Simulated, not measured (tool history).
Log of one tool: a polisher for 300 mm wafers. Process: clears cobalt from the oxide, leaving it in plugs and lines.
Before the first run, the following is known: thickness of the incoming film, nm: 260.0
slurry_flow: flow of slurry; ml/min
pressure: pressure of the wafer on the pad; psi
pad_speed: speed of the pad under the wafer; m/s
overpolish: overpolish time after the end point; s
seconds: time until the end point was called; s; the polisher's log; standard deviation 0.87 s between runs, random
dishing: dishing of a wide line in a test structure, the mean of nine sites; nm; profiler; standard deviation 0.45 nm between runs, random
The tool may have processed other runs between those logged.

{"run": 1, "hour": 0.0, "slurry_flow": 245, "pressure": 1.4, "pad_speed": 1.18, "overpolish": 17, "seconds": 70.201, "dishing": 30.216}
{"run": 2, "hour": 1.7, "slurry_flow": 245, "pressure": 1.1, "pad_speed": 1.18, "overpolish": 17, "seconds": 88.609, "dishing": 27.555}
{"run": 3, "hour": 6.2, "slurry_flow": 245, "pressure": 1.1, "pad_speed": 1.18, "overpolish": 14, "seconds": 87.362, "dishing": 24.117}
{"run": 4, "hour": 9.2, "slurry_flow": 245, "pressure": 1.1, "pad_speed": 1.06, "overpolish": 14, "seconds": 97.2, "dishing": 22.531}
{"run": 5, "hour": 17.6, "slurry_flow": 245, "pressure": 1.1, "pad_speed": 1.06, "overpolish": 20, "seconds": 96.715, "dishing": 28.524}
{"run": 6, "hour": 26.5, "slurry_flow": 245, "pressure": 1.4, "pad_speed": 1.06, "overpolish": 20, "seconds": 74.766, "dishing": 31.243}
{"run": 7, "hour": 32.8, "slurry_flow": 275, "pressure": 1.6, "pad_speed": 0.96, "overpolish": 15, "seconds": 72.245, "dishing": 28.627}
{"run": 8, "hour": 37.6, "slurry_flow": 205, "pressure": 1.2, "pad_speed": 1.3, "overpolish": 7, "seconds": 75.342, "dishing": 16.124}

Predict the results of run 9:
{"run": 9, "hour": 38.9, "slurry_flow": 210, "pressure": 1.4, "pad_speed": 1.32, "overpolish": 7, "seconds": "?", "dishing": "?"}

Run 9 came out at seconds 62.335 s, dishing 18.941 nm.
